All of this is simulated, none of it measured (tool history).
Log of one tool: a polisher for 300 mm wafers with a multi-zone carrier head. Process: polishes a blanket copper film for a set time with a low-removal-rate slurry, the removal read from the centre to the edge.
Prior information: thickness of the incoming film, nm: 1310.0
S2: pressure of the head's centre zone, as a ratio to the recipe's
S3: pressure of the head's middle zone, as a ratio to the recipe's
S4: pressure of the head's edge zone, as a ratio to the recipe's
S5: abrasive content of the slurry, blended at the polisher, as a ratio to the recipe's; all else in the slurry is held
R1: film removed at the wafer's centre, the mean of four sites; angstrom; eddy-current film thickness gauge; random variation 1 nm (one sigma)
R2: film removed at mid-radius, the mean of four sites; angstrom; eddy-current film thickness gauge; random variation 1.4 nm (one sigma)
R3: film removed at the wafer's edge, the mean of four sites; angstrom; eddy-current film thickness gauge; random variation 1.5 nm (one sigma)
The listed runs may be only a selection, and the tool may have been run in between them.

Run 1, hour 0.0: flow of slurry (ml/min) 155, S2 1.00, S3 1.00, S4 1.00, S5 1.00, polishing time (s) 74. Result: R1 3308.3 angstrom, R2 3370.2 angstrom, R3 3370.0 angstrom.
Run 2, hour 6.5: flow of slurry (ml/min) 150, S2 0.98, S3 0.99, S4 0.99, S5 0.95, polishing time (s) 71. Result: R1 3039.5 angstrom, R2 3086.6 angstrom, R3 3152.9 angstrom.
Run 3, hour 7.7: flow of slurry (ml/min) 145, S2 0.96, S3 0.99, S4 0.98, S5 0.90, polishing time (s) 68. Result: R1 2792.7 angstrom, R2 2875.9 angstrom, R3 2967.5 angstrom.
Run 4, hour 12.6: flow of slurry (ml/min) 140, S2 0.94, S3 0.99, S4 0.96, S5 0.85, polishing time (s) 66. Result: R1 2600.8 angstrom, R2 2749.2 angstrom, R3 2763.5 angstrom.
Run 5, hour 18.9: flow of slurry (ml/min) 140, S2 0.88, S3 0.99, S4 0.96, S5 0.85, polishing time (s) 66. Result: R1 2397.1 angstrom, R2 2722.3 angstrom, R3 2789.3 angstrom.
Run 6, hour 27.1: flow of slurry (ml/min) 135, S2 0.87, S3 0.99, S4 0.95, S5 0.80, polishing time (s) 64. Result: R1 2248.6 angstrom, R2 2591.3 angstrom, R3 2586.0 angstrom.
Run 7, hour 35.7: flow of slurry (ml/min) 130, S2 0.86, S3 0.98, S4 0.95, S5 0.75, polishing time (s) 63. Result: R1 2108.5 angstrom, R2 2427.6 angstrom, R3 2491.7 angstrom.

Run 8 is up next; what results do you expect?
Run 8, hour 39.1: flow of slurry (ml/min) 125, S2 0.85, S3 0.97, S4 0.94, S5 0.70, polishing time (s) 62. Result: R1 ?, R2 ?, R3 ?.

Run 8 gave R1 1978.5 angstrom, R2 2300.6 angstrom, R3 2356.1 angstrom.
